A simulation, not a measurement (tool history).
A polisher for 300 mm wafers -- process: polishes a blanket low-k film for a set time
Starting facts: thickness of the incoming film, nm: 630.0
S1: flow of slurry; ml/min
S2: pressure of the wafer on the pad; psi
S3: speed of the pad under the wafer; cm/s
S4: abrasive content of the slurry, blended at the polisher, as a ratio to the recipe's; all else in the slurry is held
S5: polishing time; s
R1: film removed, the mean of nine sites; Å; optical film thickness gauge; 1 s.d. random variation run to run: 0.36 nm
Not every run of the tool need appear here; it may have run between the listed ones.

run 1 day=0 | S1=190 S2=1.7 S3=114 S4=1 S5=53 | R1=219.74
run 2 day=0.062 | S1=175 S2=1.7 S3=114 S4=1 S5=53 | R1=215.64
run 3 day=0.238 | S1=185 S2=2 S3=116 S4=1 S5=53 | R1=260.74
run 4 day=0.304 | S1=185 S2=1.7 S3=116 S4=1 S5=53 | R1=220.85
run 5 day=0.425 | S1=185 S2=1.7 S3=116 S4=1.2 S5=53 | R1=235.3
run 6 day=0.521 | S1=195 S2=2 S3=116 S4=1.2 S5=53 | R1=276.51
run 7 day=0.788 | S1=195 S2=2.2 S3=118 S4=1.2 S5=53 | R1=306.17
run 8 day=1.154 | S1=200 S2=2.3 S3=122 S4=1.2 S5=53 | R1=325.7
run 9 day=1.512 | S1=200 S2=2.4 S3=126 S4=1.2 S5=53 | R1=357.73
run 10 day=1.788 | S1=200 S2=2.5 S3=128 S4=1.2 S5=53 | R1=374.91

Forecast run 11:
run 11 day=2.129 | S1=200 S2=2.6 S3=130 S4=1.2 S5=53 | R1=?

{"run 11": {"R1": 388.04}}
